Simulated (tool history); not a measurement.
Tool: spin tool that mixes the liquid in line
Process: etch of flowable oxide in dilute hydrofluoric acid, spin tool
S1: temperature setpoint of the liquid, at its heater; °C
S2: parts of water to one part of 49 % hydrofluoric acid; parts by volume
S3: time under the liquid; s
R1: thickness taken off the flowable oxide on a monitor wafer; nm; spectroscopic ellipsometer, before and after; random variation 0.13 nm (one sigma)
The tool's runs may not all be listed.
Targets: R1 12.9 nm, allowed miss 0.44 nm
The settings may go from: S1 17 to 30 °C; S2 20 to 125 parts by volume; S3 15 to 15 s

run	hour	S1	S2	S3	R1
1	0	22	70	15	6.2683
2	1.8	22	45	15	10.122
3	7.1	23	45	15	10.548
4	11.1	25.5	45	15	11.707
5	17.8	23	45	15	10.552
6	23.7	23	45	15	10.615
7	28.6	23.5	45	15	10.731
8	36.7	24	45	15	11.161
9	45.7	24.5	45	15	11.115
10	51.4	25	45	15	11.303
11	54.3	25.5	45	15	11.646
12	59.9	26	45	15	11.872
13	60.7	26.5	45	15	12.177
14	66.1	27	45	15	12.135

Which of these 4 next moves meets every target?
A	71.5	25.5	45	15	?
B	71.5	29	55	15	?
C	71.5	28	45	15	?
D	71.5	25	45	15	?

move	R1
A	11.572
B	10.74
C	12.804
D	11.338
A: further off than the last run
B: further off than the last run
C: meets every target
D: further off than the last run
The right move is C.

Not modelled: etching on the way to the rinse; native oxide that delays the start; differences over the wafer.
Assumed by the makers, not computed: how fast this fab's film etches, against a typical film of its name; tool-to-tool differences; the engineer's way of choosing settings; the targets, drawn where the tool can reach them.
